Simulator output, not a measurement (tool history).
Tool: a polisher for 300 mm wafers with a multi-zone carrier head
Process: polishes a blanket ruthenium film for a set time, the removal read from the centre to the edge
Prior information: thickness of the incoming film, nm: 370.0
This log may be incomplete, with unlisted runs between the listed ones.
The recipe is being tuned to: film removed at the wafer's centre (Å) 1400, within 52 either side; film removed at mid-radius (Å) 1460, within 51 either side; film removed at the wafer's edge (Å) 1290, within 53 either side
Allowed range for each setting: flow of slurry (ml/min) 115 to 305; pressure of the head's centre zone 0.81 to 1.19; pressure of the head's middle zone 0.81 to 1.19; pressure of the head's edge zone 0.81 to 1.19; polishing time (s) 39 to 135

run,hour,flow of slurry (ml/min),pressure of the head's centre zone,pressure of the head's middle zone,pressure of the head's edge zone,polishing time (s),film removed at the wafer's centre (Å),film removed at mid-radius (Å),film removed at the wafer's edge (Å)
1,0,195,1,1,1,87,1178.8,1080.1,1075.3
2,6.3,240,1,1,1,87,1200.3,1106.7,1088.6
3,8.1,245,1.01,1.05,1.03,91,1278.6,1218,1167.6
4,10.1,250,1.02,1.09,1.05,93,1335,1294.8,1202.2
5,14.7,255,1.02,1.12,1.07,94,1364.3,1346.9,1201.7
6,19.1,255,1.02,1.12,1.07,78,1104.4,1103.8,1013.9
7,22.7,260,1.02,1.14,1.09,84,1196.3,1208.1,1132
8,25.8,265,1.02,1.16,1.09,88,1254.8,1301.4,1161
9,30.4,270,1.02,1.17,1.1,90,1295.4,1316.4,1216.6
10,31,270,1.02,1.18,1.09,92,1330.5,1374,1209.6
11,37.5,275,1.02,1.18,1.1,93,1336.7,1379.8,1244.9
12,40.1,275,1.02,1.18,1.1,94,1366.1,1401.6,1246.3

Which of these 4 next moves meets every target?
A,42.7,305,0.96,1.03,1.06,97,?,?,?
B,42.7,290,1.03,1.19,1.13,96,?,?,?
C,42.7,285,1.01,1.15,1.11,92,?,?,?
D,42.7,265,1.07,1.19,1.03,91,?,?,?

move,film removed at the wafer's centre (Å),film removed at mid-radius (Å),film removed at the wafer's edge (Å)
A,1320.4,1300.9,1310.6
B,1396.1,1438.2,1331.9
C,1309,1338.3,1263.8
D,1360.5,1350.3,1196.6
A: misses by more than the last run did
B: hits every target within its allowed miss
C: misses by more than the last run did
D: misses by more than the last run did
B meets every target.

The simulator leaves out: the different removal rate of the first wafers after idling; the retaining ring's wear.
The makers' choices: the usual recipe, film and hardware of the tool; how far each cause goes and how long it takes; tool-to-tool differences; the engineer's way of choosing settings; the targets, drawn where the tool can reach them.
